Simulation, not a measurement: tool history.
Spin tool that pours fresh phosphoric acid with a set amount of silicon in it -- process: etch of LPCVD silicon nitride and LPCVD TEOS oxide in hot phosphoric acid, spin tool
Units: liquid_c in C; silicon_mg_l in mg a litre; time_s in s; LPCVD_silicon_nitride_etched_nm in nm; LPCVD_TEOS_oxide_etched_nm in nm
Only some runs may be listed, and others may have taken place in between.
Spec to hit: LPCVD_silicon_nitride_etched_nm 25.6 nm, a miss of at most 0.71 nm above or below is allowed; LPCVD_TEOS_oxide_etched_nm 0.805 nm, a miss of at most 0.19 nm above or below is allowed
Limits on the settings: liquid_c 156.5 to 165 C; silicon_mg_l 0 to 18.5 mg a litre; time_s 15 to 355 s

| run | hour | liquid_c | silicon_mg_l | time_s | LPCVD_silicon_nitride_etched_nm | LPCVD_TEOS_oxide_etched_nm |
|---|---|---|---|---|---|---|
| 1 | 0 | 160 | 8 | 180 | 14.638 | 0.47566 |
| 2 | 4.6 | 160.5 | 9 | 200 | 16.656 | 0.53339 |
| 3 | 13.7 | 161 | 10 | 215 | 18.326 | 0.62563 |
| 4 | 16.3 | 161 | 6 | 215 | 18.46 | 0.61123 |
| 5 | 23.7 | 161 | 5.5 | 225 | 18.93 | 0.75529 |
| 6 | 28.9 | 161 | 5.5 | 195 | 16.453 | 0.55542 |
| 7 | 35.8 | 161 | 5.5 | 195 | 16.357 | 0.56887 |
| 8 | 44 | 161.5 | 8 | 210 | 17.882 | 0.52073 |
| 9 | 48.3 | 161.5 | 8 | 225 | 19.357 | 0.73019 |
| 10 | 51.3 | 161.5 | 10.5 | 235 | 20.143 | 0.68366 |

Pick the move, out of 5, that brings all results within their allowed miss; only one does.
| A | 54.3 | 165 | 16.5 | 280 | ? | ? |
| B | 54.3 | 157.5 | 9 | 305 | ? | ? |
| C | 54.3 | 162.5 | 11 | 265 | ? | ? |
| D | 54.3 | 165 | 14.5 | 265 | ? | ? |
| E | 54.3 | 164.5 | 17.5 | 295 | ? | ? |

| move | LPCVD_silicon_nitride_etched_nm | LPCVD_TEOS_oxide_etched_nm |
|---|---|---|
| A | 27.02 | 0.86472 |
| B | 22.911 | 0.64763 |
| C | 23.546 | 0.77961 |
| D | 25.572 | 0.86091 |
| E | 28.003 | 0.85579 |
A: pushes the last run's worst result past its target
B: moves toward the targets from the last run without getting all of them in spec
C: moves toward the targets from the last run without getting all of them in spec
D: meets every target
E: pushes the last run's worst result past its target
D meets every target.
